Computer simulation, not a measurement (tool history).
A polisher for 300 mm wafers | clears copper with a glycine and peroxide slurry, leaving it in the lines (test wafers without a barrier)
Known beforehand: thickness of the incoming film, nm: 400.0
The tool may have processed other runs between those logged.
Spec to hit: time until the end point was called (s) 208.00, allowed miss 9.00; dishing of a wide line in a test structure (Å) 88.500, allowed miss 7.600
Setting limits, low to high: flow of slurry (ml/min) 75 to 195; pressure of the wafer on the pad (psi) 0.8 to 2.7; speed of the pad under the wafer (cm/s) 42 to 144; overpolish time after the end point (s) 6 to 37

| run | hour | flow of slurry (ml/min) | pressure of the wafer on the pad (psi) | speed of the pad under the wafer (cm/s) | overpolish time after the end point (s) | time until the end point was called (s) | dishing of a wide line in a test structure (Å) |
|---|---|---|---|---|---|---|---|
| 1 | 0.0 | 125 | 1.7 | 92 | 19 | 143.42 | 199.740 |
| 2 | 2.8 | 115 | 1.5 | 94 | 16 | 153.90 | 179.160 |
| 3 | 9.8 | 90 | 1.5 | 94 | 16 | 167.95 | 170.280 |
| 4 | 13.3 | 115 | 1.5 | 94 | 16 | 155.41 | 184.950 |
| 5 | 15.4 | 105 | 1.5 | 86 | 14 | 165.71 | 173.990 |
| 6 | 18.1 | 100 | 1.4 | 90 | 12 | 170.39 | 149.320 |
| 7 | 21.1 | 95 | 1.3 | 92 | 11 | 186.84 | 129.950 |
| 8 | 23.9 | 95 | 1.3 | 92 | 11 | 183.32 | 134.180 |
| 9 | 25.0 | 75 | 0.8 | 108 | 6 | 248.77 | 68.270 |
| 10 | 28.3 | 85 | 0.8 | 108 | 6 | 236.11 | 66.734 |
| 11 | 35.4 | 90 | 0.8 | 106 | 6 | 235.69 | 70.119 |
| 12 | 36.5 | 95 | 0.8 | 104 | 6 | 227.46 | 71.491 |
| 13 | 40.1 | 100 | 0.8 | 102 | 6 | 228.80 | 73.265 |
| 14 | 47.5 | 105 | 0.8 | 100 | 6 | 231.53 | 71.372 |
| 15 | 53.9 | 110 | 0.8 | 98 | 6 | 223.36 | 72.750 |
| 16 | 61.7 | 115 | 0.8 | 96 | 6 | 224.14 | 73.207 |
| 17 | 69.1 | 135 | 0.9 | 96 | 15 | 202.56 | 159.840 |
| 18 | 75.4 | 130 | 0.9 | 102 | 14 | 201.76 | 159.430 |
| 19 | 81.7 | 125 | 0.9 | 102 | 13 | 202.46 | 141.720 |
| 20 | 90.4 | 120 | 0.9 | 104 | 12 | 200.27 | 139.160 |
| 21 | 91.2 | 115 | 0.9 | 102 | 11 | 205.67 | 127.550 |
| 22 | 100.1 | 115 | 0.9 | 100 | 10 | 207.27 | 114.720 |
| 23 | 104.5 | 110 | 0.9 | 100 | 9 | 206.92 | 103.950 |
| 24 | 109.2 | 80 | 1.0 | 100 | 6 | 223.23 | 70.980 |
| 25 | 118.1 | 85 | 1.0 | 100 | 6 | 214.52 | 74.460 |
|  | 123.7 | head pressure recalibrated |
| 26 | 123.7 | 90 | 1.0 | 100 | 6 | 195.87 | 78.088 |
| 27 | 127.5 | 90 | 1.0 | 100 | 7 | 197.17 | 92.943 |

Of the 5 settings listed for the next run, only one would bring every result within its allowed miss of target. Which one?
| A | 131.3 | 125 | 0.9 | 82 | 7 | ? | ? |
| B | 131.3 | 105 | 1.0 | 96 | 8 | ? | ? |
| C | 131.3 | 75 | 1.0 | 100 | 6 | ? | ? |
| D | 131.3 | 75 | 1.1 | 86 | 9 | ? | ? |
| E | 131.3 | 85 | 0.8 | 98 | 9 | ? | ? |

| move | time until the end point was called (s) | dishing of a wide line in a test structure (Å) |
|---|---|---|
| A | 204.98 | 92.304 |
| B | 189.91 | 108.030 |
| C | 209.02 | 78.928 |
| D | 208.95 | 109.920 |
| E | 229.43 | 103.170 |
A: each result inside its tolerance
B: the biggest miss grows against the last run
C: brings the last run's worst result on target, with another outside its allowed miss
D: brings the last run's worst result on target, with another outside its allowed miss
E: carries the result that was furthest off beyond its target, to the other side
Answer: A

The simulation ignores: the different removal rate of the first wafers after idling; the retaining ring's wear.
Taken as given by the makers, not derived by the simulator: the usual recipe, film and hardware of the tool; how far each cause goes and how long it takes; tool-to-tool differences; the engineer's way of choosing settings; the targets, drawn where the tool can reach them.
